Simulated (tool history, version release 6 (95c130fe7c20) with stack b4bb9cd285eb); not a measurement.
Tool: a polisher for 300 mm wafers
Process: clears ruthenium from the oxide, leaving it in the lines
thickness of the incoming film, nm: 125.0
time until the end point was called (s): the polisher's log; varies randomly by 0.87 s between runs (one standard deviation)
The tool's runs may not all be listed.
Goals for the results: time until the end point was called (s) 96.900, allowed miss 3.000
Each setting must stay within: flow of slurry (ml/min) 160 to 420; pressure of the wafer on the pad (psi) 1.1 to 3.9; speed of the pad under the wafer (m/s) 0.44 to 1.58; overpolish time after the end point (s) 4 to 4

run,hour,flow of slurry (ml/min),pressure of the wafer on the pad (psi),speed of the pad under the wafer (m/s),overpolish time after the end point (s),time until the end point was called (s)
1,0.0,270,2.5,1.00,4,115.800
2,0.6,270,2.5,1.00,4,116.590
3,5.3,270,2.5,1.00,4,115.640
4,11.8,270,2.5,1.00,4,114.600
5,17.8,270,2.6,1.00,4,112.800
6,23.7,270,2.2,1.00,4,129.930
7,30.9,270,2.4,1.00,4,121.640
8,37.8,270,2.5,1.00,4,117.990
9,46.5,270,2.6,1.00,4,113.390

Below are 5 possible settings for the next run. Only one of them brings all results inside the allowed miss of their targets. Which is it?
A,55.2,230,2.8,1.02,4,?
B,55.2,250,2.5,1.12,4,?
C,55.2,230,2.8,1.04,4,?
D,55.2,315,2.6,1.04,4,?
E,55.2,235,3.0,1.02,4,?

move,time until the end point was called (s)
A,104.060
B,105.210
C,102.120
D,106.670
E,97.087
A: moves toward the targets from the last run without getting all of them in spec
B: moves toward the targets from the last run without getting all of them in spec
C: moves toward the targets from the last run without getting all of them in spec
D: moves toward the targets from the last run without getting all of them in spec
E: meets every target
Move E is the one to make.
